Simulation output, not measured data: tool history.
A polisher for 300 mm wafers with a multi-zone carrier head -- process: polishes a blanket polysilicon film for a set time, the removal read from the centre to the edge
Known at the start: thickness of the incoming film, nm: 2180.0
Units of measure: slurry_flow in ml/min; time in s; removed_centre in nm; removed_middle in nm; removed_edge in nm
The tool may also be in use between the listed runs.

run,day,slurry_flow,centre_zone,middle_zone,edge_zone,time,removed_centre,removed_middle,removed_edge
1,0.000,260,1.00,1.00,1.00,86,672.56,648.54,646.25
2,0.354,260,1.00,0.97,1.00,86,651.57,631.22,642.19
3,0.629,260,1.00,1.04,1.00,86,652.44,657.70,640.94
4,0.929,260,1.00,1.04,1.00,67,520.63,526.18,506.03
5,1.183,260,1.00,1.04,1.00,76,588.34,591.43,568.62
6,1.246,260,0.96,1.04,1.00,76,560.84,574.29,570.41

Expected results for the next run?
7,1.300,255,0.99,1.00,0.97,74,?,?,?

removed_centre: 568.52 nm
removed_middle: 552.49 nm
removed_edge: 543.71 nm

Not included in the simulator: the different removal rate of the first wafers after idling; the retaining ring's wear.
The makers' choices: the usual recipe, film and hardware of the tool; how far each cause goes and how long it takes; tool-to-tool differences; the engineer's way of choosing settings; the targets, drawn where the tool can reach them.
